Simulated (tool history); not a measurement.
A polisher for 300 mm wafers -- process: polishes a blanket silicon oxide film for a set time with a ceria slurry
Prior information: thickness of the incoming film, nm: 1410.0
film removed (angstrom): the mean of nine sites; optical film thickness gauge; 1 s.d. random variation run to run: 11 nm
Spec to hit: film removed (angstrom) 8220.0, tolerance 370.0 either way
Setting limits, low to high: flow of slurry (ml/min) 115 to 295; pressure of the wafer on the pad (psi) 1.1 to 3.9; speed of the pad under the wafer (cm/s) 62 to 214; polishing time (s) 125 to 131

run  hour  flow of slurry (ml/min)  pressure of the wafer on the pad (psi)  speed of the pad under the wafer (cm/s)  polishing time (s)  film removed (angstrom)
  1   0.0                      190                                     2.5                                      138                 125                   5268.7
  2   7.3                      190                                     2.5                                      138                 131                   5533.7
  3   9.2                      190                                     1.9                                      138                 131                   4280.9
  4  17.2                      190                                     2.2                                      138                 131                   4860.5
  5  25.3                      190                                     1.6                                      138                 131                   3639.6
     32.9  -- slurry nozzle cleaned
  6  32.9                      190                                     1.8                                      138                 131                   4206.5
  7  37.8                      190                                     2.0                                      138                 131                   4732.7
  8  46.1                      190                                     2.1                                      138                 131                   4817.5
  9  47.6                      195                                     2.8                                      146                 131                   6919.7
 10  56.4                      205                                     3.0                                      146                 131                   7279.6

Which of these 5 next moves meets every target?
  A  65.2                      215                                     2.8                                      142                 127                        ?
  B  65.2                      175                                     3.6                                      138                 131                        ?
  C  65.2                      200                                     2.9                                      132                 131                        ?
  D  65.2                      215                                     2.2                                      176                 131                        ?
  E  65.2                      210                                     3.1                                      128                 130                        ?

move  film removed (angstrom)
   A                   6606.4
   B                   8215.0
   C                   6505.5
   D                   6642.7
   E                   6734.0
A: further off than the last run
B: all results in spec
C: further off than the last run
D: further off than the last run
E: further off than the last run
B meets every target.
